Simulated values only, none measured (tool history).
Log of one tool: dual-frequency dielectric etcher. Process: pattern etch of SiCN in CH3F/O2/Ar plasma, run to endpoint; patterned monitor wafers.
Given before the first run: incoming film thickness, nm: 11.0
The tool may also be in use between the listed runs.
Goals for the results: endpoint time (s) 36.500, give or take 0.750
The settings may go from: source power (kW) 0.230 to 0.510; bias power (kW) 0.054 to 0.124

run	hour	source power (kW)	bias power (kW)	endpoint time (s)
1	0.0	0.370	0.089	26.291
2	2.4	0.330	0.080	29.077
3	5.8	0.330	0.073	30.147
4	6.6	0.310	0.069	32.000
5	8.5	0.290	0.068	33.051
6	10.2	0.280	0.067	33.732
7	17.2	0.270	0.066	34.533
8	24.8	0.260	0.066	35.359
9	26.0	0.230	0.065	37.262

Consider the 4 candidate settings below. Which is the only one whose results all fall within their allowed miss of target?
A	27.2	0.230	0.064	?
B	27.2	0.230	0.061	?
C	27.2	0.230	0.069	?
D	27.2	0.230	0.062	?

move	endpoint time (s)
A	37.635
B	38.505
C	36.315
D	38.208
A: lands further from the targets than the last run did
B: lands further from the targets than the last run did
C: hits every target within its allowed miss
D: lands further from the targets than the last run did
Go with C: it meets all targets.

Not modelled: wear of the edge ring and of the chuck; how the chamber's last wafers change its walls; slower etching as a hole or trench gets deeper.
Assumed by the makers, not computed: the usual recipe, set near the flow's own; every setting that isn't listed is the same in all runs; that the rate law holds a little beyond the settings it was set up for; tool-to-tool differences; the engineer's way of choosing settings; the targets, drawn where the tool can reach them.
